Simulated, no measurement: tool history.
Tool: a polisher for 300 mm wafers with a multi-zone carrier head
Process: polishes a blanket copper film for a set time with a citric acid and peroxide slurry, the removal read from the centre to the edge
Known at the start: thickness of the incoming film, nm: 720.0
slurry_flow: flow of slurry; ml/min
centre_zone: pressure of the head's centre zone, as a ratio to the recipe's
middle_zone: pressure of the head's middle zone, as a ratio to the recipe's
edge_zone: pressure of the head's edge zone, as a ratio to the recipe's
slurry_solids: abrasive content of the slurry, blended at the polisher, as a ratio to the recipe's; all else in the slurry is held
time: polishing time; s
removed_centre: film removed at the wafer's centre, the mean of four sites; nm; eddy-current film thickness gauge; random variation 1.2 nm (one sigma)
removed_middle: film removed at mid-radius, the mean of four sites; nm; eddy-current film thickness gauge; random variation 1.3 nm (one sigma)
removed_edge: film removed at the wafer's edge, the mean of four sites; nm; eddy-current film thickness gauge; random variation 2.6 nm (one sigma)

| run | hour | slurry_flow | centre_zone | middle_zone | edge_zone | slurry_solids | time | removed_centre | removed_middle | removed_edge |
|---|---|---|---|---|---|---|---|---|---|---|
| 1 | 0.0 | 245 | 1.00 | 1.00 | 1.00 | 1.00 | 58 | 150.08 | 150.11 | 143.33 |
| 2 | 6.0 | 245 | 1.00 | 1.00 | 1.00 | 1.10 | 58 | 153.60 | 156.66 | 148.83 |
| 3 | 8.1 | 250 | 1.02 | 0.99 | 1.02 | 1.15 | 58 | 158.11 | 155.53 | 150.92 |
| 4 | 11.0 | 250 | 1.02 | 0.99 | 1.02 | 1.20 | 58 | 160.09 | 156.84 | 156.64 |
|  | 12.0 | edge zone pressure recalibrated |
| 5 | 12.0 | 250 | 1.02 | 0.99 | 1.02 | 1.20 | 46 | 125.88 | 124.20 | 127.08 |
| 6 | 20.7 | 255 | 1.04 | 0.99 | 1.04 | 1.25 | 47 | 134.71 | 128.27 | 134.89 |
| 7 | 26.9 | 265 | 1.06 | 1.01 | 1.06 | 1.30 | 47 | 139.02 | 134.01 | 137.35 |

Run 8 comes next. What will it give?
| 8 | 28.4 | 270 | 1.07 | 1.01 | 1.08 | 1.35 | 48 | ? | ? | ? |

Run 8 gave removed_centre 145.09 nm, removed_middle 138.19 nm, removed_edge 139.39 nm.
